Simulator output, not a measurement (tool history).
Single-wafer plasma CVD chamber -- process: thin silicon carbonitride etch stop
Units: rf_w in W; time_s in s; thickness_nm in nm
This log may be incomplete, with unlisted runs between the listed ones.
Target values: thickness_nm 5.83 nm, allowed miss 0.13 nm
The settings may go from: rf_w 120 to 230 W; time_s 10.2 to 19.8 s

| run | hour | rf_w | time_s | thickness_nm |
|---|---|---|---|---|
| 1 | 0 | 175 | 15 | 8.0535 |
| 2 | 3.9 | 165 | 13.7 | 7.209 |
| 3 | 5.8 | 155 | 13 | 6.7077 |
| 4 | 8.2 | 155 | 14.4 | 7.2865 |
| 5 | 12.9 | 145 | 13.7 | 6.8562 |
| 6 | 20.2 | 140 | 13.1 | 6.4901 |
| 7 | 23.7 | 135 | 12.8 | 6.1987 |
| 8 | 30.2 | 130 | 12.7 | 6.0598 |

Which of these 5 next moves meets every target?
| A | 36.7 | 130 | 13.3 | ? |
| B | 36.7 | 120 | 12.6 | ? |
| C | 36.7 | 120 | 13.4 | ? |
| D | 36.7 | 145 | 12.7 | ? |
| E | 36.7 | 180 | 11.9 | ? |

| move | thickness_nm |
|---|---|
| A | 6.3736 |
| B | 5.8544 |
| C | 6.2261 |
| D | 6.3415 |
| E | 6.4269 |
A: lands further from the targets than the last run did
B: meets every target
C: lands further from the targets than the last run did
D: lands further from the targets than the last run did
E: lands further from the targets than the last run did
So the answer is move B, the one that meets all the targets.
